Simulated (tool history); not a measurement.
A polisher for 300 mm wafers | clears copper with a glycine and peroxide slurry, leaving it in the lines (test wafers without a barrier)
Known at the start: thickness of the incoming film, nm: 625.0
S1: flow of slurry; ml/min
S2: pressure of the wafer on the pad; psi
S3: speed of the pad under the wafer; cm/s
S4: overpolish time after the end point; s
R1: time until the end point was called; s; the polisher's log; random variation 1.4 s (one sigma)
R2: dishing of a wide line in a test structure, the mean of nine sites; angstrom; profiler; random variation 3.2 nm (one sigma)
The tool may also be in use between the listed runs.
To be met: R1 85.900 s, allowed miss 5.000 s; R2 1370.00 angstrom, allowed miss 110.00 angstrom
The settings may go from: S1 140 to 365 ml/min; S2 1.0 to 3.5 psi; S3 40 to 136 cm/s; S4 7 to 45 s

| run | day | S1 | S2 | S3 | S4 | R1 | R2 |
|---|---|---|---|---|---|---|---|
| 1 | 0.000 | 235 | 2.2 | 88 | 23 | 132.420 | 770.61 |
| 2 | 0.054 | 235 | 2.2 | 88 | 19 | 126.500 | 610.69 |
| 3 | 0.308 | 235 | 2.5 | 90 | 22 | 116.090 | 805.02 |
| 4 | 0.550 | 235 | 2.5 | 72 | 22 | 135.710 | 675.13 |
| 5 | 0.704 | 285 | 2.5 | 72 | 22 | 138.090 | 726.70 |
| 6 | 0.783 | 285 | 2.5 | 72 | 17 | 137.260 | 569.56 |
| 7 | 1.088 | 285 | 2.7 | 80 | 20 | 116.310 | 678.67 |
| 8 | 1.242 | 285 | 2.8 | 84 | 24 | 109.790 | 850.23 |
| 9 | 1.458 | 285 | 2.9 | 88 | 26 | 103.770 | 929.95 |
| 10 | 1.742 | 285 | 3.0 | 90 | 28 | 97.878 | 1040.80 |
| 11 | 2.012 | 285 | 3.1 | 92 | 30 | 89.945 | 1165.00 |
| 12 | 2.108 | 285 | 3.1 | 92 | 31 | 96.308 | 1152.30 |
| 13 | 2.408 | 285 | 3.2 | 92 | 32 | 88.906 | 1200.20 |
| 14 | 2.579 | 285 | 3.2 | 92 | 33 | 90.733 | 1175.60 |
| 15 | 2.704 | 285 | 3.2 | 92 | 34 | 88.480 | 1204.50 |

5 next moves are on the table. One of them brings every result within its allowed miss. Which?
| A | 2.829 | 300 | 3.3 | 90 | 27 | ? | ? |
| B | 2.829 | 315 | 3.2 | 98 | 42 | ? | ? |
| C | 2.829 | 285 | 2.8 | 96 | 26 | ? | ? |
| D | 2.829 | 325 | 3.2 | 104 | 27 | ? | ? |
| E | 2.829 | 260 | 3.4 | 96 | 20 | ? | ? |

| move | R1 | R2 |
|---|---|---|
| A | 91.458 | 1119.40 |
| B | 87.017 | 1459.50 |
| C | 99.784 | 1017.90 |
| D | 82.540 | 1181.20 |
| E | 85.640 | 954.33 |
A: further off than the last run
B: meets every target
C: further off than the last run
D: further off than the last run
E: further off than the last run
Answer: B

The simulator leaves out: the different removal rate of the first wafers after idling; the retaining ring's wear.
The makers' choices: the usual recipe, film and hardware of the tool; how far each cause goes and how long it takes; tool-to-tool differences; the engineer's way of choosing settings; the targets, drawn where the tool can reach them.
